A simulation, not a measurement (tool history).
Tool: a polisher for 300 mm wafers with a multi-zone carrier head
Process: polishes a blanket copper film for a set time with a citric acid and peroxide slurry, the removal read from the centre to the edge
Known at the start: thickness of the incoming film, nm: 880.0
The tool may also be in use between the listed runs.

run	day	flow of slurry (ml/min)	pressure of the head's centre zone	pressure of the head's middle zone	pressure of the head's edge zone	abrasive content of the slurry	polishing time (s)	film removed at the wafer's centre (angstrom)	film removed at mid-radius (angstrom)	film removed at the wafer's edge (angstrom)
1	0	200	1	1	1	1	34	841.92	816.27	840.04
2	0.067	205	0.98	1.02	1.02	1.05	35	857.56	889.04	878.77
3	0.288	205	0.98	1.02	0.97	1.05	35	857.45	884.54	864.77
4	0.35	235	0.98	1.02	0.97	1.05	35	873.03	889.13	877.2
5	0.458	240	0.96	1.02	1	1.1	36	895.83	938.87	920.82
6	0.65	240	0.94	1.02	1.02	1.15	37	900.71	962.82	960.89
7	0.858	240	0.93	1.03	1.04	1.2	38	932.64	1001.1	1026.1

Run 8 comes next. What will it give?
# day 1.129: worn pad replaced by a new one
8	1.129	240	0.93	1.05	1.06	1.25	38	?	?	?

{"run 8": {"film removed at the wafer's centre (angstrom)": 1065.9, "film removed at mid-radius (angstrom)": 1137, "film removed at the wafer's edge (angstrom)": 1171.6}}

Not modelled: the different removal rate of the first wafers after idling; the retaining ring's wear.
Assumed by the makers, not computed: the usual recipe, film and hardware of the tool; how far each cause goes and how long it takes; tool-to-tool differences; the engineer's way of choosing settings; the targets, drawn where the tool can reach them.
